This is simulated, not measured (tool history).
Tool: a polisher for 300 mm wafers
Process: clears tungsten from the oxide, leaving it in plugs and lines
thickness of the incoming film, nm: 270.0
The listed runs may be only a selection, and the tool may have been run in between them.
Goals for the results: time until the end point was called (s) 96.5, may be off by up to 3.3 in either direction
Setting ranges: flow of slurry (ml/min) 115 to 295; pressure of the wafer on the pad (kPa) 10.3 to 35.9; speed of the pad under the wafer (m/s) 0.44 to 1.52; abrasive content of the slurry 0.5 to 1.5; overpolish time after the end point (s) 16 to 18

run  hour  flow of slurry (ml/min)  pressure of the wafer on the pad (kPa)  speed of the pad under the wafer (m/s)  abrasive content of the slurry  overpolish time after the end point (s)  time until the end point was called (s)
  1     0                      190                                    22.8                                    0.98                               1                                       16                                       67
  2   4.5                      190                                    21.4                                    0.98                               1                                       16                                    71.11
  3   5.3                      190                                    20.7                                    0.98                               1                                       16                                   73.152
  4  11.2                      190                                      20                                    0.98                               1                                       16                                   76.378
  5  14.6                      190                                    22.8                                    0.98                               1                                       16                                   67.302
  6    18                      190                                    26.9                                    0.98                               1                                       16                                   57.732
  7  20.2                      190                                    24.8                                    0.98                               1                                       16                                   63.241
  8  29.2                      190                                    23.4                                    0.98                               1                                       16                                   64.631
  9  32.1                      190                                    22.1                                    0.98                               1                                       16                                   69.033
 10  33.8                      190                                    22.1                                    0.98                               1                                       16                                   69.489
       36  -- head pressure recalibrated
 11    36                      190                                    20.7                                    0.98                               1                                       16                                   79.716
 12  40.1                      190                                      20                                    0.98                               1                                       16                                   82.061
 13    45                      180                                    15.9                                    0.98                               1                                       16                                   103.94
 14  52.8                      185                                    15.9                                    0.98                               1                                       16                                   102.07

Of the 5 settings listed for the next run, only one would bring every result within its allowed miss of target. Which one?
  A  60.6                      235                                    17.9                                    1.06                             0.7                                       16                                        ?
  B  60.6                      190                                    21.4                                    0.92                            0.85                                       18                                        ?
  C  60.6                      205                                    16.5                                    0.92                            1.05                                       16                                        ?
  D  60.6                      185                                    18.6                                    0.98                            0.95                                       16                                        ?
  E  60.6                      260                                    17.9                                    0.82                            1.35                                       18                                        ?

move  time until the end point was called (s)
   A                                   88.773
   B                                    85.69
   C                                   100.78
   D                                   89.002
   E                                   95.962
A: carries the result that was furthest off beyond its target, to the other side
B: carries the result that was furthest off beyond its target, to the other side
C: gains on the last run, yet a result remains outside its allowed miss
D: carries the result that was furthest off beyond its target, to the other side
E: hits every target within its allowed miss
Move E is the one to make.

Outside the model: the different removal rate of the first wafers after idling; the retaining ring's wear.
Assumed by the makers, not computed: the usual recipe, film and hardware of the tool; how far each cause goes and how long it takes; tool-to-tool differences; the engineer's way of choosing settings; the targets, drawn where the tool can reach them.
